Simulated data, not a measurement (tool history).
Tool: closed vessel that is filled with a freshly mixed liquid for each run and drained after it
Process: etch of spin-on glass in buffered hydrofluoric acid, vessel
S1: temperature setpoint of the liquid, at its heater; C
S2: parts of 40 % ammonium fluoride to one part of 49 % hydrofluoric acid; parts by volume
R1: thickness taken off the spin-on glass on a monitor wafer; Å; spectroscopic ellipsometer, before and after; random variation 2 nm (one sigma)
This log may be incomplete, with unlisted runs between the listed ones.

{"run": 1, "day": 0.0, "S1": 23.0, "S2": 12.5, "time in the liquid (s)": 105, "R1": 2501.2}
{"run": 2, "day": 0.292, "S1": 22.5, "S2": 12.5, "time in the liquid (s)": 105, "R1": 2442.7}
{"run": 3, "day": 0.35, "S1": 22.5, "S2": 14.5, "time in the liquid (s)": 105, "R1": 2164.2}
{"run": 4, "day": 0.508, "S1": 22.5, "S2": 14.5, "time in the liquid (s)": 105, "R1": 2143.1}
{"run": 5, "day": 0.562, "S1": 22.5, "S2": 16.5, "time in the liquid (s)": 105, "R1": 1870.9}
{"run": 6, "day": 0.783, "S1": 23.0, "S2": 16.5, "time in the liquid (s)": 105, "R1": 1898.3}
{"run": 7, "day": 1.108, "S1": 23.5, "S2": 16.5, "time in the liquid (s)": 105, "R1": 1968.7}
{"run": 8, "day": 1.196, "S1": 24.0, "S2": 16.5, "time in the liquid (s)": 105, "R1": 2021.1}
{"run": 9, "day": 1.35, "S1": 24.0, "S2": 16.5, "time in the liquid (s)": 105, "R1": 2051.5}

Predict the results of run 10:
{"run": 10, "day": 1.692, "S1": 24.5, "S2": 16.5, "time in the liquid (s)": 105, "R1": "?"}

Run 10 gave R1 2092.7 Å.
